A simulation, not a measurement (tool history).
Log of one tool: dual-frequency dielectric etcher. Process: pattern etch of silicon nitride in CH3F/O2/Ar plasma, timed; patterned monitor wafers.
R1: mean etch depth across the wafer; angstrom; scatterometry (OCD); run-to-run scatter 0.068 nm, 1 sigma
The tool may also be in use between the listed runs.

run 1 day=0.000 | source_power_(kW)=0.350 bias_power_(kW)=0.080 etch_time_(s)=32.0 | R1=200.99
run 2 day=0.238 | source_power_(kW)=0.350 bias_power_(kW)=0.080 etch_time_(s)=29.5 | R1=184.59
run 3 day=0.571 | source_power_(kW)=0.340 bias_power_(kW)=0.080 etch_time_(s)=29.5 | R1=182.70
run 4 day=0.867 | source_power_(kW)=0.340 bias_power_(kW)=0.080 etch_time_(s)=32.0 | R1=199.13
run 5 day=1.171 | source_power_(kW)=0.330 bias_power_(kW)=0.079 etch_time_(s)=32.0 | R1=195.82
run 6 day=1.429 | source_power_(kW)=0.320 bias_power_(kW)=0.078 etch_time_(s)=32.0 | R1=191.63
run 7 day=1.754 | source_power_(kW)=0.310 bias_power_(kW)=0.078 etch_time_(s)=32.0 | R1=189.97

Estimate the outcome of run 8 from the log above:
run 8 day=1.992 | source_power_(kW)=0.300 bias_power_(kW)=0.078 etch_time_(s)=32.0 | R1=?

R1: 185.97 angstrom

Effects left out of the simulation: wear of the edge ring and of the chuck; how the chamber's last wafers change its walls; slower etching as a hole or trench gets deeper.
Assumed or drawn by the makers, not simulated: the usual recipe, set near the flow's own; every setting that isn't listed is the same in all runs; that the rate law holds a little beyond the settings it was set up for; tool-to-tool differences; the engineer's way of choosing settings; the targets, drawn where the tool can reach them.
